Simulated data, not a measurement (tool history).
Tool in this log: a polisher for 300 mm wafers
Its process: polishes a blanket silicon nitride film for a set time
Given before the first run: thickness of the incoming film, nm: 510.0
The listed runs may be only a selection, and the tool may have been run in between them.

run,hour,flow of slurry (ml/min),pressure of the wafer on the pad (kPa),speed of the pad under the wafer (cm/s),polishing time (s),film removed (angstrom)
1,0,210,32.4,124,54,1335.3
2,8.4,210,32.4,102,54,1131
3,17.2,210,36.5,110,54,1329.5
4,23.9,260,36.5,110,54,1401.3
5,29.7,260,36.5,84,54,1113.2
6,30.5,280,36.5,84,54,1125.1
7,37.2,280,40,96,54,1384.9
8,38.3,280,40,96,54,1370.8
9,45.8,280,42.7,106,54,1534.8
10,52.6,280,44.8,116,54,1736.3
11,56.7,280,46.2,124,54,1833.6
12,64.1,280,46.9,132,54,1993.7
13,66.1,280,47.6,138,54,2103.8
14,71.3,280,48.3,142,54,2177.4
15,71.9,280,49,146,54,2279

The next listed run, before its measurement:
16,75.2,280,49,146,54,?

film removed (angstrom): 2285.6
